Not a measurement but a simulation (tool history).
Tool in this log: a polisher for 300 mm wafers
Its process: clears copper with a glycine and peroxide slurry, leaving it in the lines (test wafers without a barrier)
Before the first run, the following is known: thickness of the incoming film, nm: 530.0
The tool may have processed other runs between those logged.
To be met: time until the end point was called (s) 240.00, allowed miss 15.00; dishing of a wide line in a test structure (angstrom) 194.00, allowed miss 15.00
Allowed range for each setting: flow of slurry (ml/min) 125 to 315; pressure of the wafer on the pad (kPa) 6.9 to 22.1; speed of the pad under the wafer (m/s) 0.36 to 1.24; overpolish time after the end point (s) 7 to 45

run  hour  flow of slurry (ml/min)  pressure of the wafer on the pad (kPa)  speed of the pad under the wafer (m/s)  overpolish time after the end point (s)  time until the end point was called (s)  dishing of a wide line in a test structure (angstrom)
  1   0.0                      205                                    14.5                                    0.80                                       23                                   127.16                                                 347.94
  2   5.0                      245                                    14.5                                    0.80                                       23                                   127.03                                                 340.21
  3  11.9                      245                                    12.4                                    0.80                                       23                                   145.57                                                 343.78
  4  19.3                      245                                     9.7                                    0.80                                       23                                   170.07                                                 304.20
  5  20.5                      245                                     9.7                                    0.60                                       23                                   190.44                                                 290.99
  6  22.5                      245                                     9.0                                    0.56                                       19                                   206.75                                                 240.22
  7  24.2                      245                                     8.3                                    0.54                                       18                                   226.14                                                 222.57
  8  29.0                      245                                     8.3                                    0.54                                       17                                   220.70                                                 212.38

Which one of the following 5 next-run settings gets every result inside its allowed miss? There is exactly one.
  A  33.8                      265                                     7.6                                    0.46                                       24                                        ?                                                      ?
  B  33.8                      240                                     9.0                                    0.64                                       17                                        ?                                                      ?
  C  33.8                      230                                     7.6                                    0.50                                       16                                        ?                                                      ?
  D  33.8                      240                                     6.9                                    0.54                                       20                                        ?                                                      ?
  E  33.8                      275                                     9.7                                    0.60                                       14                                        ?                                                      ?

move  time until the end point was called (s)  dishing of a wide line in a test structure (angstrom)
   A                                   241.93                                                 257.79
   B                                   194.71                                                 227.36
   C                                   238.21                                                 190.24
   D                                   241.51                                                 223.82
   E                                   189.32                                                 201.13
A: puts the biggest miss on target and leaves a different result outside tolerance
B: lands further from the targets than the last run did
C: all results in spec
D: puts the biggest miss on target and leaves a different result outside tolerance
E: lands further from the targets than the last run did
Move C is the one to make.

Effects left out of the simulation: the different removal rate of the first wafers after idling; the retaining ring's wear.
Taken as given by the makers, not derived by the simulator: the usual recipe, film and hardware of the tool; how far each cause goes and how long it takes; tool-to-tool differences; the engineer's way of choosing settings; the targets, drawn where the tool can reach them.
